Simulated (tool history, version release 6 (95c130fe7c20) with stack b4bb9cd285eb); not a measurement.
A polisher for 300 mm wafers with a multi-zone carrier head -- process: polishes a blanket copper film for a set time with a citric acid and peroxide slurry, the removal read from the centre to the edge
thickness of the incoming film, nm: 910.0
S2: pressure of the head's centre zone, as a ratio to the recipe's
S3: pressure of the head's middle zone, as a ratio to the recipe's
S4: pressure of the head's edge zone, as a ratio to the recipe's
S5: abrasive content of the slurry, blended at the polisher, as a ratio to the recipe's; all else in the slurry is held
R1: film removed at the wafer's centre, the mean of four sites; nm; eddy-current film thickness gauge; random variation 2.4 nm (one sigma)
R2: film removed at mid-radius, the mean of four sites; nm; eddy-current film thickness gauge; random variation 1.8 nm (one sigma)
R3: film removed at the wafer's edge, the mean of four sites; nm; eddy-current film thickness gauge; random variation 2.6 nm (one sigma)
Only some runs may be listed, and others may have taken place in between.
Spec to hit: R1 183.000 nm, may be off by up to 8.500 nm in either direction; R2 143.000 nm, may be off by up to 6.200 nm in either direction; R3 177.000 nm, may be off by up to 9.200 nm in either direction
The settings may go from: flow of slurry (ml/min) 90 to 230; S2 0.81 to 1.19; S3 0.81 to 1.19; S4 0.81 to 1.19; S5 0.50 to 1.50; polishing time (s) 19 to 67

Run 1, day 0.000: flow of slurry (ml/min) 150, S2 1.00, S3 1.00, S4 1.00, S5 1.00, polishing time (s) 43. Result: R1 115.850 nm, R2 113.030 nm, R3 114.140 nm.
Run 2, day 0.242: flow of slurry (ml/min) 150, S2 1.00, S3 1.00, S4 1.00, S5 1.00, polishing time (s) 38. Result: R1 105.570 nm, R2 101.750 nm, R3 101.140 nm.
Run 3, day 0.342: flow of slurry (ml/min) 150, S2 1.02, S3 0.97, S4 1.03, S5 1.10, polishing time (s) 41. Result: R1 116.730 nm, R2 108.650 nm, R3 113.880 nm.
Run 4, day 0.433: flow of slurry (ml/min) 155, S2 1.04, S3 0.95, S4 1.05, S5 1.20, polishing time (s) 43. Result: R1 129.870 nm, R2 116.290 nm, R3 124.060 nm.
Run 5, day 0.567: flow of slurry (ml/min) 155, S2 1.04, S3 0.95, S4 1.05, S5 1.20, polishing time (s) 35. Result: R1 105.410 nm, R2 94.383 nm, R3 104.620 nm.
Run 6, day 0.933: flow of slurry (ml/min) 125, S2 1.04, S3 0.95, S4 1.05, S5 1.20, polishing time (s) 35. Result: R1 98.044 nm, R2 91.524 nm, R3 97.061 nm.
Run 7, day 1.038: flow of slurry (ml/min) 145, S2 1.05, S3 0.95, S4 1.08, S5 1.25, polishing time (s) 37. Result: R1 108.310 nm, R2 99.735 nm, R3 109.040 nm.
Run 8, day 1.083: flow of slurry (ml/min) 160, S2 1.07, S3 0.94, S4 1.10, S5 1.30, polishing time (s) 39. Result: R1 121.160 nm, R2 109.570 nm, R3 116.370 nm.
Run 9, day 1.117: flow of slurry (ml/min) 120, S2 1.11, S3 0.84, S4 1.18, S5 1.45, polishing time (s) 51. Result: R1 160.590 nm, R2 124.110 nm, R3 161.140 nm.

Exactly one of the 5 candidate moves below puts every result within its allowed miss. Which one?
Run A, day 1.150: flow of slurry (ml/min) 120, S2 1.15, S3 0.82, S4 1.16, S5 1.40, polishing time (s) 53. Result: R1 ?, R2 ?, R3 ?.
Run B, day 1.150: flow of slurry (ml/min) 115, S2 1.17, S3 0.89, S4 1.19, S5 1.30, polishing time (s) 59. Result: R1 ?, R2 ?, R3 ?.
Run C, day 1.150: flow of slurry (ml/min) 145, S2 1.11, S3 0.87, S4 1.15, S5 1.40, polishing time (s) 51. Result: R1 ?, R2 ?, R3 ?.
Run D, day 1.150: flow of slurry (ml/min) 115, S2 1.19, S3 0.93, S4 1.12, S5 1.35, polishing time (s) 52. Result: R1 ?, R2 ?, R3 ?.
Run E, day 1.150: flow of slurry (ml/min) 125, S2 1.16, S3 0.81, S4 1.19, S5 1.50, polishing time (s) 55. Result: R1 ?, R2 ?, R3 ?.

move       R1       R2       R3
   A  168.740  124.490  168.280
   B  183.980  143.310  184.050
   C  166.240  131.670  166.360
   D  166.340  132.480  158.890
   E  182.180  131.910  181.960
A: about the same distance from the targets as the last run
B: each result inside its tolerance
C: closes in on the targets versus the last run, not all within tolerance yet
D: closes in on the targets versus the last run, not all within tolerance yet
E: closes in on the targets versus the last run, not all within tolerance yet
Answer: B

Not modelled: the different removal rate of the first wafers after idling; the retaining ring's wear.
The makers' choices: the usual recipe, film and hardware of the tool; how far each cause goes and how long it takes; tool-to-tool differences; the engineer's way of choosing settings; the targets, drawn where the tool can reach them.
